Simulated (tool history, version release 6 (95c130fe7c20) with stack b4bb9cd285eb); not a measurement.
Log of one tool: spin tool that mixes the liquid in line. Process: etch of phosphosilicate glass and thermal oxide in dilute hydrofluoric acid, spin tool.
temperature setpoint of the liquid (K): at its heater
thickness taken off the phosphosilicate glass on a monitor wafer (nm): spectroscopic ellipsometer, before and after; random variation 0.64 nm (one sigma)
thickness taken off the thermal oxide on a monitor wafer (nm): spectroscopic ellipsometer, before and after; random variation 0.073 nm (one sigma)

| run | hour | temperature setpoint of the liquid (K) | parts of water to one part of 49 % hydrofluoric acid (parts by volume) | time under the liquid (s) | thickness taken off the phosphosilicate glass on a monitor wafer (nm) | thickness taken off the thermal oxide on a monitor wafer (nm) |
|---|---|---|---|---|---|---|
| 1 | 0 | 295.15 | 55 | 30 | 38.898 | 2.0251 |
| 2 | 4.3 | 297.65 | 45 | 30 | 53.531 | 2.7221 |
| 3 | 6.2 | 297.65 | 55 | 30 | 42.987 | 2.187 |
| 4 | 14.4 | 299.15 | 45 | 30 | 56.513 | 2.9818 |
| 5 | 22.1 | 300.15 | 40 | 30 | 66.951 | 3.4759 |
| 6 | 28.8 | 303.15 | 40 | 30 | 76.331 | 3.8582 |
| 7 | 34.4 | 303.15 | 35 | 30 | 86.643 | 4.37 |
| 8 | 39.6 | 302.65 | 35 | 30 | 85.203 | 4.3327 |
| 9 | 45.5 | 303.15 | 30 | 30 | 103.05 | 5.2086 |
| 10 | 46.1 | 302.15 | 30 | 30 | 98.41 | 5.1012 |

The next listed run, before its measurement:
| 11 | 47 | 301.65 | 30 | 30 | ? | ? |

thickness taken off the phosphosilicate glass on a monitor wafer (nm): 95.003
thickness taken off the thermal oxide on a monitor wafer (nm): 4.8901

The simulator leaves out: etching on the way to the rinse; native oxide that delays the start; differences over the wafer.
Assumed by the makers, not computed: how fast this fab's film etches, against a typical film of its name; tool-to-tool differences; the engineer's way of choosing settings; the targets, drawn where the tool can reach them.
